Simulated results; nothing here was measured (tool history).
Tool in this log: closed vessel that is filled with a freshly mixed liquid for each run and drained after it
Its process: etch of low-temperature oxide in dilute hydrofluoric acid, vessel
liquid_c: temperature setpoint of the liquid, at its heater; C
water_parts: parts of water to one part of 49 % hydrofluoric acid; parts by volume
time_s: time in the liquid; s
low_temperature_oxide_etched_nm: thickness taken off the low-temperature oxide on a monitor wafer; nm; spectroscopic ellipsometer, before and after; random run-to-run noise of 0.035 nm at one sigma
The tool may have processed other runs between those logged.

run,hour,liquid_c,water_parts,time_s,low_temperature_oxide_etched_nm
1,0,24,250,255,16.804
2,5.7,22,275,255,13.85
3,14.5,22,200,255,20.273
4,16.6,20.5,240,255,15.583
5,22.7,20.5,325,255,10.549
6,28.8,20.5,260,255,14.058
7,33.2,19.5,280,255,12.294

What does the tool deliver on the next run?
8,36.4,18.5,295,255,?

Run 8 came out at low_temperature_oxide_etched_nm 11.056 nm.

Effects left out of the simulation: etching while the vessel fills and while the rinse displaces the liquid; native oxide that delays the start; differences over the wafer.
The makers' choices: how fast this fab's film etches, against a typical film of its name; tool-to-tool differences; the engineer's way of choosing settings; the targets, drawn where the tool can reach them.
